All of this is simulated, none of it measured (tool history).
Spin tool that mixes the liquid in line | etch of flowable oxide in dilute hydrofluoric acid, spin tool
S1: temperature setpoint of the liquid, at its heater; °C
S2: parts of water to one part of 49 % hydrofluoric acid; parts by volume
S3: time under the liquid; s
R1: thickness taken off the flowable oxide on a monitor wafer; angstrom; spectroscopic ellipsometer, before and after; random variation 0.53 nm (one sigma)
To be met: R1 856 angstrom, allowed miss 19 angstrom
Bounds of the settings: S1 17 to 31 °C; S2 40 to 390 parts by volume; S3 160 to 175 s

run	hour	S1	S2	S3	R1
1	0	23	215	160	269.34
2	5.1	24.5	185	160	341.63
3	11.3	26	160	160	422.35
4	19.3	27	140	160	526.7
5	28.2	28	130	160	590.19
6	31.1	28	175	160	414.85
# hour 31.9: hydrofluoric acid flow meter replaced
7	31.9	28.5	155	160	556.88
8	40.7	29	145	160	604.33
9	45.2	29.5	140	160	642.75
10	45.8	30	135	160	686.48
11	54.2	30	130	160	713.36
12	62.5	30	125	160	753.05
13	68.9	30.5	120	160	806.54
14	77.9	31	120	160	816.77

Which of these 4 next moves meets every target?
A	86.9	31	115	170	?
B	86.9	30	125	170	?
C	86.9	29	105	165	?
D	86.9	31	125	175	?

move	R1
A	923.77
B	808
C	924.41
D	862.7
A: takes the result that was furthest off past its target
B: further off than the last run
C: takes the result that was furthest off past its target
D: meets every target
Move D is the one to make.
